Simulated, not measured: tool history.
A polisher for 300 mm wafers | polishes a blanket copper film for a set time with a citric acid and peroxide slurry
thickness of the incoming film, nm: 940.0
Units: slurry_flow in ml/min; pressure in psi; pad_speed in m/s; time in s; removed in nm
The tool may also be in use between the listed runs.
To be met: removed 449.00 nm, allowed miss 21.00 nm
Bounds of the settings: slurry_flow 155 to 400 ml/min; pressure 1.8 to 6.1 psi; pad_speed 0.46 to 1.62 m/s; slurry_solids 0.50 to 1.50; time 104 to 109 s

run  hour  slurry_flow  pressure  pad_speed  slurry_solids  time  removed
  1   0.0          255       3.9       1.04           1.00   104   364.84
  2   5.4          255       3.9       0.90           1.00   104   336.90
  3   6.7          255       3.9       0.76           1.00   104   301.19
  4  13.3          280       3.9       0.76           1.00   104   297.72
  5  19.7          280       3.9       0.76           1.00   109   311.50
  6  28.5          280       4.2       0.76           1.00   109   337.99
  7  29.9          280       4.4       0.76           1.00   109   352.82
  8  30.8          280       4.6       0.76           1.00   109   379.64

Which of these 4 next moves meets every target?
  A  31.7          310       4.1       0.66           0.90   104        ?
  B  31.7          230       5.1       0.76           0.85   109        ?
  C  31.7          255       5.0       0.86           1.20   109        ?
  D  31.7          290       5.0       0.72           1.00   109        ?

move  removed
   A   289.09
   B   392.26
   C   443.33
   D   390.50
A: further off than the last run
B: nearer than the last run, and not there yet
C: meets every target
D: nearer than the last run, and not there yet
Answer: C
